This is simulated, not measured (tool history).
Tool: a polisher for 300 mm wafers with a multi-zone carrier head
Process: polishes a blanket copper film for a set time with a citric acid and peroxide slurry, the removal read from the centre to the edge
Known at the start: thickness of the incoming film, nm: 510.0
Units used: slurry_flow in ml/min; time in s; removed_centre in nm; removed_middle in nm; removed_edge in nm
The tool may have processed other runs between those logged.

Run 1, hour 0.0: slurry_flow 275 ml/min, centre_zone 1.00, middle_zone 1.00, edge_zone 1.00, slurry_solids 1.0, time 85 s. Result: removed_centre 196.05 nm, removed_middle 191.69 nm, removed_edge 199.57 nm.
Run 2, hour 7.6: slurry_flow 275 ml/min, centre_zone 1.00, middle_zone 1.00, edge_zone 1.00, slurry_solids 1.1, time 85 s. Result: removed_centre 202.80 nm, removed_middle 199.12 nm, removed_edge 205.03 nm.
Run 3, hour 11.2: slurry_flow 275 ml/min, centre_zone 1.00, middle_zone 1.00, edge_zone 1.00, slurry_solids 1.1, time 71 s. Result: removed_centre 170.48 nm, removed_middle 167.81 nm, removed_edge 169.01 nm.
Run 4, hour 15.7: slurry_flow 275 ml/min, centre_zone 0.94, middle_zone 1.00, edge_zone 1.00, slurry_solids 1.1, time 71 s. Result: removed_centre 158.34 nm, removed_middle 168.74 nm, removed_edge 169.23 nm.
Run 5, hour 19.7: slurry_flow 275 ml/min, centre_zone 0.94, middle_zone 1.03, edge_zone 1.00, slurry_solids 1.1, time 71 s. Result: removed_centre 156.76 nm, removed_middle 169.14 nm, removed_edge 171.28 nm.
Run 6, hour 22.2: slurry_flow 275 ml/min, centre_zone 0.94, middle_zone 1.03, edge_zone 1.00, slurry_solids 1.0, time 71 s. Result: removed_centre 156.52 nm, removed_middle 165.39 nm, removed_edge 166.63 nm.

Run 7 is up next; what results do you expect?
Run 7, hour 28.7: slurry_flow 280 ml/min, centre_zone 0.95, middle_zone 1.04, edge_zone 0.95, slurry_solids 0.9, time 70 s. Result: removed_centre ?, removed_middle ?, removed_edge ?.

For run 7 the tool returned removed_centre 151.91 nm, removed_middle 163.60 nm, removed_edge 154.90 nm.
